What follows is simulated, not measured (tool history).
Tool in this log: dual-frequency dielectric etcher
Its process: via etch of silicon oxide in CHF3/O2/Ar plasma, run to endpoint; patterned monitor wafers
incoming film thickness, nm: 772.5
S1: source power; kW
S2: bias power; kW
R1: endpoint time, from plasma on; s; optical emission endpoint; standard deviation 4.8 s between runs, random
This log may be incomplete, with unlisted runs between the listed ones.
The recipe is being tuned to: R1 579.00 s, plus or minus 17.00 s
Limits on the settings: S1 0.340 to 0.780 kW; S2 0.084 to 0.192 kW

run,hour,S1,S2,R1
1,0.0,0.560,0.138,496.65
2,8.0,0.600,0.138,492.37
3,9.4,0.600,0.153,476.05
4,15.9,0.540,0.141,513.62
5,20.8,0.510,0.138,533.48
6,29.1,0.510,0.161,504.34
7,33.0,0.470,0.158,525.95
8,40.8,0.440,0.156,548.81
9,43.7,0.430,0.155,557.46
10,47.9,0.420,0.154,560.60

Exactly one of the 4 candidate moves below puts every result within its allowed miss. Which one?
A,52.1,0.460,0.163,?
B,52.1,0.440,0.125,?
C,52.1,0.450,0.152,?
D,52.1,0.450,0.183,?

move,R1
A,526.68
B,577.32
C,542.41
D,514.57
A: further off than the last run
B: hits every target within its allowed miss
C: further off than the last run
D: further off than the last run
Correct choice: B, which meets every target
